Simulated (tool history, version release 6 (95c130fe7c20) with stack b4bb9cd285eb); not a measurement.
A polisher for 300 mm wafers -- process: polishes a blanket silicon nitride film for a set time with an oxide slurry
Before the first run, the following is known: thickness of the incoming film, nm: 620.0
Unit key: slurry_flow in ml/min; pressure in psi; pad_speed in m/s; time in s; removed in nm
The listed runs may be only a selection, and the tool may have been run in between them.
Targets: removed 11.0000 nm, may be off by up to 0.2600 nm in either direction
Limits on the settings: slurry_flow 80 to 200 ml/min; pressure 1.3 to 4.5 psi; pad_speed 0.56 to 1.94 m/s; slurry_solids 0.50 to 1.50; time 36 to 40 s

run 1 hour=0.0 | slurry_flow=130 pressure=2.9 pad_speed=1.24 slurry_solids=1.00 time=40 | removed=26.3400
run 2 hour=3.8 | slurry_flow=130 pressure=3.5 pad_speed=1.24 slurry_solids=1.00 time=40 | removed=31.5040
run 3 hour=5.1 | slurry_flow=125 pressure=3.1 pad_speed=1.14 slurry_solids=1.00 time=40 | removed=26.3650
run 4 hour=11.6 | slurry_flow=125 pressure=2.7 pad_speed=1.14 slurry_solids=1.00 time=40 | removed=23.0370
run 5 hour=16.9 | slurry_flow=125 pressure=2.7 pad_speed=1.14 slurry_solids=1.15 time=40 | removed=24.6390
run 6 hour=19.1 | slurry_flow=120 pressure=2.4 pad_speed=1.04 slurry_solids=1.15 time=40 | removed=20.5380
run 7 hour=21.0 | slurry_flow=90 pressure=1.6 pad_speed=0.70 slurry_solids=1.15 time=40 | removed=9.4811
run 8 hour=26.9 | slurry_flow=95 pressure=1.6 pad_speed=0.70 slurry_solids=1.15 time=40 | removed=9.5783
run 9 hour=29.1 | slurry_flow=100 pressure=1.6 pad_speed=0.70 slurry_solids=1.15 time=40 | removed=9.7161
run 10 hour=32.3 | slurry_flow=105 pressure=1.6 pad_speed=0.70 slurry_solids=1.15 time=40 | removed=9.7271
run 11 hour=32.9 | slurry_flow=115 pressure=1.6 pad_speed=0.70 slurry_solids=1.15 time=40 | removed=9.8086
run 12 hour=39.5 | slurry_flow=120 pressure=1.6 pad_speed=0.70 slurry_solids=1.15 time=40 | removed=9.9605
run 13 hour=46.4 | slurry_flow=125 pressure=1.6 pad_speed=0.70 slurry_solids=1.15 time=40 | removed=10.0350

Exactly one of the 5 candidate moves below puts every result within its allowed miss. Which one?
run A hour=53.3 | slurry_flow=110 pressure=1.5 pad_speed=0.82 slurry_solids=1.15 time=40 | removed=?
run B hour=53.3 | slurry_flow=125 pressure=1.5 pad_speed=0.82 slurry_solids=1.30 time=40 | removed=?
run C hour=53.3 | slurry_flow=110 pressure=1.4 pad_speed=0.76 slurry_solids=1.05 time=40 | removed=?
run D hour=53.3 | slurry_flow=180 pressure=1.5 pad_speed=0.74 slurry_solids=1.25 time=40 | removed=?
run E hour=53.3 | slurry_flow=140 pressure=1.8 pad_speed=0.78 slurry_solids=1.00 time=36 | removed=?

move=A removed=10.5310
move=B removed=11.4500
move=C removed=8.8307
move=D removed=10.9510
move=E removed=10.4260
A: closer than the last run, but not yet in spec
B: moves the result that the last run missed by most past its target, out the other side
C: the biggest miss grows against the last run
D: hits every target within its allowed miss
E: closer than the last run, but not yet in spec
Go with D: it meets all targets.
